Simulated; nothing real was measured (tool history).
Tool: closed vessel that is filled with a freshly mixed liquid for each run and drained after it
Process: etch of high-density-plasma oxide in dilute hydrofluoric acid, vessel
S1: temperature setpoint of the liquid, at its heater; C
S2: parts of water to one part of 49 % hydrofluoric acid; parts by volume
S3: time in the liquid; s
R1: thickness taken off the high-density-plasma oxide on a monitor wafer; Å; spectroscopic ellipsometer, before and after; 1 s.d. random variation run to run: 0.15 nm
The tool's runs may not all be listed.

run 1 hour=0 | S1=20 S2=105 S3=275 | R1=124.53
run 2 hour=4.7 | S1=21 S2=105 S3=275 | R1=130.78
run 3 hour=8.5 | S1=21.5 S2=105 S3=275 | R1=131.45
run 4 hour=17.4 | S1=22.5 S2=105 S3=275 | R1=138.05
run 5 hour=22.7 | S1=22.5 S2=105 S3=220 | R1=110.23
run 6 hour=30.7 | S1=19 S2=105 S3=220 | R1=94.604

Forecast run 7:
run 7 hour=37.6 | S1=23 S2=65 S3=220 | R1=?

{"run 7": {"R1": 193.59}}

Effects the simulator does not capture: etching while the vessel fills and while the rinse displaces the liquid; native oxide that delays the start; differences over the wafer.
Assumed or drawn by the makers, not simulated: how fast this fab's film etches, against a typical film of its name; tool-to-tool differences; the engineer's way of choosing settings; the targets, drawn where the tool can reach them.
